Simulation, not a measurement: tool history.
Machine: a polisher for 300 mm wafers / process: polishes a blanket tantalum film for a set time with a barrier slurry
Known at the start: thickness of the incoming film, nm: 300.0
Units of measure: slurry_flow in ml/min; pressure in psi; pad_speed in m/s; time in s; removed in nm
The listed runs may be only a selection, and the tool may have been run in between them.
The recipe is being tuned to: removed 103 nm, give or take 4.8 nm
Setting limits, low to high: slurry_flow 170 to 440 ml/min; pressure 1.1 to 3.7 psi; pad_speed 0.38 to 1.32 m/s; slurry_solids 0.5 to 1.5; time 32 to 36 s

| run | hour | slurry_flow | pressure | pad_speed | slurry_solids | time | removed |
|---|---|---|---|---|---|---|---|
| 1 | 0 | 280 | 2.4 | 0.84 | 1 | 36 | 61.897 |
| 2 | 8.9 | 280 | 2.6 | 0.84 | 1 | 36 | 65.835 |
| 3 | 16.2 | 280 | 2.6 | 0.84 | 1 | 32 | 59.149 |
| 4 | 19.1 | 280 | 2.6 | 0.84 | 1.2 | 32 | 60.975 |
| 5 | 20.6 | 280 | 2.8 | 0.86 | 1.2 | 32 | 67.365 |
| 6 | 26.8 | 280 | 2.8 | 0.74 | 1.2 | 32 | 57.964 |
| 7 | 28.9 | 280 | 3 | 0.78 | 1.2 | 32 | 65.443 |
| 8 | 31 | 280 | 3.1 | 0.82 | 1.2 | 32 | 70.65 |

Exercise: of the 4 proposed moves below, exactly one satisfies all targets within the stated allowed misses. Which move is it?
| A | 33.1 | 295 | 2.8 | 0.44 | 1.25 | 32 | ? |
| B | 33.1 | 320 | 3.3 | 0.96 | 1.5 | 36 | ? |
| C | 33.1 | 180 | 3.7 | 0.98 | 0.9 | 36 | ? |
| D | 33.1 | 255 | 3.3 | 0.88 | 1.3 | 36 | ? |

| move | removed |
|---|---|
| A | 39.522 |
| B | 101.8 |
| C | 94.877 |
| D | 89.57 |
A: misses by more than the last run did
B: meets every target
C: gains on the last run, yet a result remains outside its allowed miss
D: gains on the last run, yet a result remains outside its allowed miss
Correct choice: B, which meets every target

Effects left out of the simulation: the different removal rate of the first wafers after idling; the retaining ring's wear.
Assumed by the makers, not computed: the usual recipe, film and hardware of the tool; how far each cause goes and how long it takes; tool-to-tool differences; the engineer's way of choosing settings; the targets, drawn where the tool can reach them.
